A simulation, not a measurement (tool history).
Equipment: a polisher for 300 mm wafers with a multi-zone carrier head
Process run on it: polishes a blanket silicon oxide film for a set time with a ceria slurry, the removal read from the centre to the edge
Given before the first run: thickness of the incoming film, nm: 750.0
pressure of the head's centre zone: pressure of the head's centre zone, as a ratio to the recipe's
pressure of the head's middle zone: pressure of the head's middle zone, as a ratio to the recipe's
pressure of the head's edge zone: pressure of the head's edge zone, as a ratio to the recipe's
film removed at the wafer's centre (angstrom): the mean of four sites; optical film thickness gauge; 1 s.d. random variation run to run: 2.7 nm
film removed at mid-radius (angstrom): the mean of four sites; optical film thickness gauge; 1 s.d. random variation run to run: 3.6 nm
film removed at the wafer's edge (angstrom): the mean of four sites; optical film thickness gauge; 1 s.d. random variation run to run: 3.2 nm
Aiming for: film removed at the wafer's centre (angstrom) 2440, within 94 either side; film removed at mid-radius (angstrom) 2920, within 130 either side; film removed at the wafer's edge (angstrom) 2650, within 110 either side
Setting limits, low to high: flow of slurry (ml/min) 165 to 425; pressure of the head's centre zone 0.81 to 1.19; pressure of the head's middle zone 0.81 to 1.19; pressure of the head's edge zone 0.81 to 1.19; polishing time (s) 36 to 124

run	hour	flow of slurry (ml/min)	pressure of the head's centre zone	pressure of the head's middle zone	pressure of the head's edge zone	polishing time (s)	film removed at the wafer's centre (angstrom)	film removed at mid-radius (angstrom)	film removed at the wafer's edge (angstrom)
1	0	275	1	1	1	79	2303.2	2331.4	2458.7
2	7.6	315	1	1	1	79	2356.1	2396.7	2423
3	14	315	1	1.05	1	79	2353.9	2450.5	2430.9
4	17	315	1	1.05	0.92	79	2352.8	2484	2295.7
5	19.7	315	0.92	1.05	0.92	79	2161.9	2492.1	2347.3
6	20.8	315	0.92	1.05	0.92	62	1727.2	1971.5	1877.3
7	22.6	315	0.93	1.08	0.94	69	1916.4	2205.3	2048.6
8	28.5	325	0.93	1.15	1.04	91	2552.8	2975.4	2840.4
9	32.8	325	0.93	1.15	1.02	90	2547.1	3036.6	2822.6

Next run, 4 choices. One meets every target within its allowed miss, the rest don't. Which?
A	37.1	285	0.92	1.1	1.09	93	?	?	?
B	37.1	335	0.9	1.06	1.11	101	?	?	?
C	37.1	330	0.95	1.16	1.04	86	?	?	?
D	37.1	285	0.83	1.16	1.08	100	?	?	?

move	film removed at the wafer's centre (angstrom)	film removed at mid-radius (angstrom)	film removed at the wafer's edge (angstrom)
A	2522.4	2968.6	2885.1
B	2723.9	3178.9	3193.8
C	2447.3	2904	2646.7
D	2445.7	3332.2	3089
A: the biggest miss grows against the last run
B: the biggest miss grows against the last run
C: every result lands within tolerance
D: the biggest miss grows against the last run
C is the move that brings every result within its allowed miss.

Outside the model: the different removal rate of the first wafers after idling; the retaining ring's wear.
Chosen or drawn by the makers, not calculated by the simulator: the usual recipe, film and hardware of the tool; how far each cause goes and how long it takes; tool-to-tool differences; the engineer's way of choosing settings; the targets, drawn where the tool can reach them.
